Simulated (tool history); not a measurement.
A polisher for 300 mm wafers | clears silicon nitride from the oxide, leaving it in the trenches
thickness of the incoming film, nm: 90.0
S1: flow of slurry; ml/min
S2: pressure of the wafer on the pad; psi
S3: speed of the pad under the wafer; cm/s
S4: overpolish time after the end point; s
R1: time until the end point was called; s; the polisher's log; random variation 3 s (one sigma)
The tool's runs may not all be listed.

run	hour	S1	S2	S3	S4	R1
1	0	185	2.6	82	19	157.08
2	4.6	185	2.4	82	19	169.09
3	5.5	185	2.4	98	19	146.52
4	9.4	210	2.4	98	19	142.17
5	13.4	210	2.4	110	19	131.6
6	21.9	255	2.4	110	19	127.49
7	22.4	255	2.2	106	19	142.16
8	31.4	255	2.1	102	19	154.91
9	37.6	255	2	100	19	166.49
10	40.7	255	1.9	98	19	176.7
11	46.4	255	1.8	96	19	191.36
12	49.1	255	1.7	96	19	200.42
13	50.5	255	1.6	96	19	210.06
14	52.4	255	1.5	96	19	225.65

Run 15 comes next. What will it give?
15	53.2	250	1.5	96	19	?

{"run 15": {"R1": 222.16}}

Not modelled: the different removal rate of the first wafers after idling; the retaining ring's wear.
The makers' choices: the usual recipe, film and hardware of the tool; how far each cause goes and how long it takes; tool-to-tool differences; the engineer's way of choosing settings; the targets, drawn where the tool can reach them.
